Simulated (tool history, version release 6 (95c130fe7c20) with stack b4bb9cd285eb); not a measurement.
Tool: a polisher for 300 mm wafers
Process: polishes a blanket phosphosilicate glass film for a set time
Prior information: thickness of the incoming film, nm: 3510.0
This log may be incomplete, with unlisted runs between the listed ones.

run,hour,flow of slurry (ml/min),pressure of the wafer on the pad (kPa),speed of the pad under the wafer (cm/s),abrasive content of the slurry,polishing time (s),film removed (nm)
1,0.0,300,24.1,78,1.0,70,468.70
2,3.9,300,21.4,78,1.0,70,420.80
3,4.9,300,21.4,58,1.0,70,360.40
4,13.4,300,20.0,58,1.0,70,335.18
5,22.0,370,20.0,58,1.0,70,348.43
6,25.3,370,18.6,58,1.0,70,315.93
7,30.3,370,17.9,58,1.0,70,310.01

Predict the results of run 8:
8,36.4,370,17.2,58,1.0,70,?

film removed (nm): 291.56

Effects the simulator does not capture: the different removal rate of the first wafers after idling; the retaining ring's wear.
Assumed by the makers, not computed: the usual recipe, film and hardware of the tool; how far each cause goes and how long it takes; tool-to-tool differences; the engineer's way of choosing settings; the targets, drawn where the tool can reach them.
